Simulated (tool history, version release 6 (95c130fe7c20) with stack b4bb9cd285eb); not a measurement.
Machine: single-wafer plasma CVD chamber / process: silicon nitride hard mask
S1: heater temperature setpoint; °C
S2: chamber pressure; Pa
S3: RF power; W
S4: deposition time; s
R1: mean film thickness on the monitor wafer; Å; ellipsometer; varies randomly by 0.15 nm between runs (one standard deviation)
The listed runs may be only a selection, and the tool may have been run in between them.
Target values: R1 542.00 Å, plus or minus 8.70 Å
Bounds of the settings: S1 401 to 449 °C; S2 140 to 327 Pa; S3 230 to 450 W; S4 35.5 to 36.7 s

run	hour	S1	S2	S3	S4	R1
1	0.0	425	233	340	35.5	443.25
2	1.5	425	247	350	35.5	457.31
3	6.2	425	272	350	35.5	467.50
4	11.8	425	292	350	35.5	474.89
5	19.7	425	292	350	36.7	491.23
6	23.7	425	265	350	36.7	481.66
7	27.7	425	273	355	36.7	490.69
8	31.5	425	280	360	36.7	496.95
9	38.3	425	285	365	36.7	504.00
10	41.1	425	291	370	36.7	511.95
11	46.5	425	295	375	36.7	518.77
12	52.4	425	299	375	36.7	519.86
13	56.4	425	303	375	36.7	521.51

Exercise: of the 5 proposed moves below, exactly one satisfies all targets within the stated allowed misses. Which move is it?
A	60.4	437	327	365	36.5	?
B	60.4	422	325	360	35.9	?
C	60.4	421	303	370	36.1	?
D	60.4	425	315	400	36.2	?
E	60.4	428	324	365	35.5	?

move	R1
A	513.08
B	502.35
C	508.75
D	542.74
E	500.29
A: lands further from the targets than the last run did
B: lands further from the targets than the last run did
C: lands further from the targets than the last run did
D: all results in spec
E: lands further from the targets than the last run did
D is the move that brings every result within its allowed miss.
